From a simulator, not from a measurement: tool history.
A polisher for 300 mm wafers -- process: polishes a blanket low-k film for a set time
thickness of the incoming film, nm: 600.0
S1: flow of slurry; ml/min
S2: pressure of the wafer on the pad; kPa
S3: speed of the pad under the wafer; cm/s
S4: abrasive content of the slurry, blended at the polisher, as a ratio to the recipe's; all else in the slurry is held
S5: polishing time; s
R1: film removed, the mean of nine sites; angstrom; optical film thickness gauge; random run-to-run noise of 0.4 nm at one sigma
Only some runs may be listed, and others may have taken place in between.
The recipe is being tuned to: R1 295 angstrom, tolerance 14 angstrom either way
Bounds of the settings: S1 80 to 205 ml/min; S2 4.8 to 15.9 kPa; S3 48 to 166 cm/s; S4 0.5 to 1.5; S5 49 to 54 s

{"run": 1, "hour": 0.0, "S1": 135, "S2": 10.3, "S3": 106, "S4": 1, "S5": 54, "R1": 151.81}
{"run": 2, "hour": 1.2, "S1": 135, "S2": 11.7, "S3": 108, "S4": 1, "S5": 54, "R1": 165.79}
{"run": 3, "hour": 8.0, "S1": 135, "S2": 11.7, "S3": 108, "S4": 1.15, "S5": 54, "R1": 175.68}
{"run": 4, "hour": 14.3, "S1": 155, "S2": 11.7, "S3": 108, "S4": 1.15, "S5": 54, "R1": 182.04}
{"run": 5, "hour": 19.9, "S1": 155, "S2": 11.7, "S3": 108, "S4": 1, "S5": 54, "R1": 173.08}
{"run": 6, "hour": 23.2, "S1": 155, "S2": 12.4, "S3": 114, "S4": 1, "S5": 54, "R1": 180.08}
{"run": 7, "hour": 25.5, "S1": 155, "S2": 13.1, "S3": 124, "S4": 1.05, "S5": 54, "R1": 202.28}
{"run": 8, "hour": 29.0, "S1": 155, "S2": 13.8, "S3": 130, "S4": 1.05, "S5": 54, "R1": 218.91}
{"hour": 34.0, "done": "conditioning disc replaced and pad reconditioned"}
{"run": 9, "hour": 34.0, "S1": 155, "S2": 14.5, "S3": 136, "S4": 1.05, "S5": 54, "R1": 330.39}
{"run": 10, "hour": 36.8, "S1": 160, "S2": 14.5, "S3": 136, "S4": 1.05, "S5": 54, "R1": 323.52}

Exactly one of the 4 candidate moves below puts every result within its allowed miss. Which one?
{"run": "A", "hour": 39.6, "S1": 150, "S2": 15.2, "S3": 160, "S4": 0.95, "S5": 51, "R1": "?"}
{"run": "B", "hour": 39.6, "S1": 150, "S2": 15.2, "S3": 144, "S4": 1.05, "S5": 51, "R1": "?"}
{"run": "C", "hour": 39.6, "S1": 155, "S2": 13.1, "S3": 150, "S4": 1.05, "S5": 51, "R1": "?"}
{"run": "D", "hour": 39.6, "S1": 190, "S2": 15.9, "S3": 122, "S4": 1.3, "S5": 52, "R1": "?"}

move=A R1=339.61
move=B R1=328.59
move=C R1=299.75
move=D R1=346.54
A: misses by more than the last run did
B: misses by more than the last run did
C: all results land within tolerance of their targets
D: misses by more than the last run did
Move C is the one to make.
